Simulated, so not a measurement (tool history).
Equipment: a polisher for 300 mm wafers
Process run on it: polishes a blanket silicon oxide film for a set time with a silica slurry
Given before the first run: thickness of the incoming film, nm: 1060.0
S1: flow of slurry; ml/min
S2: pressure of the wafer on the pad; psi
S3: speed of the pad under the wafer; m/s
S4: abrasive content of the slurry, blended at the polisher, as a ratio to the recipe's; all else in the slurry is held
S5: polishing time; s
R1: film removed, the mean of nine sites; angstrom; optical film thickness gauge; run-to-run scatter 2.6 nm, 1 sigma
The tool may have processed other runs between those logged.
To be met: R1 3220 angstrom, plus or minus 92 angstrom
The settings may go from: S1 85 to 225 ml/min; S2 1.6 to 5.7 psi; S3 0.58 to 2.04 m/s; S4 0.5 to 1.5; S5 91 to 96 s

run 1 hour=0 | S1=145 S2=3.6 S3=1.3 S4=1 S5=91 | R1=2403.2
run 2 hour=7.6 | S1=150 S2=3.8 S3=1.3 S4=1 S5=91 | R1=2582.1
run 3 hour=8.7 | S1=150 S2=3.1 S3=1.3 S4=1 S5=91 | R1=2086.1
run 4 hour=15.3 | S1=155 S2=3.4 S3=1.3 S4=1 S5=91 | R1=2321.7
run 5 hour=17.7 | S1=165 S2=3.6 S3=1.3 S4=1 S5=91 | R1=2473.8
run 6 hour=24.8 | S1=170 S2=3.8 S3=1.3 S4=1 S5=91 | R1=2596.6
run 7 hour=28.6 | S1=170 S2=4 S3=1.3 S4=1 S5=91 | R1=2763.6
run 8 hour=35.7 | S1=170 S2=4.1 S3=1.3 S4=1 S5=91 | R1=2784.4
run 9 hour=38.9 | S1=170 S2=4.2 S3=1.3 S4=1 S5=91 | R1=2921.2
run 10 hour=39.8 | S1=170 S2=4.3 S3=1.3 S4=1 S5=91 | R1=2985.3
run 11 hour=44.1 | S1=170 S2=4.4 S3=1.3 S4=1 S5=91 | R1=3071.5
run 12 hour=48.5 | S1=175 S2=4.5 S3=1.3 S4=1 S5=91 | R1=3111.4

Below are 4 possible settings for the next run. Only one of them brings all results inside the allowed miss of their targets. Which is it?
run A hour=52.9 | S1=115 S2=4.6 S3=1.22 S4=1.35 S5=96 | R1=?
run B hour=52.9 | S1=200 S2=3.7 S3=1.62 S4=0.95 S5=92 | R1=?
run C hour=52.9 | S1=180 S2=4.8 S3=1.12 S4=1.1 S5=91 | R1=?
run D hour=52.9 | S1=185 S2=4.7 S3=1.26 S4=1 S5=96 | R1=?

move=A R1=3175.7
move=B R1=2987.8
move=C R1=3075.5
move=D R1=3349.1
A: hits every target within its allowed miss
B: misses by more than the last run did
C: misses by more than the last run did
D: pushes the last run's worst result past its target
Go with A: it meets all targets.

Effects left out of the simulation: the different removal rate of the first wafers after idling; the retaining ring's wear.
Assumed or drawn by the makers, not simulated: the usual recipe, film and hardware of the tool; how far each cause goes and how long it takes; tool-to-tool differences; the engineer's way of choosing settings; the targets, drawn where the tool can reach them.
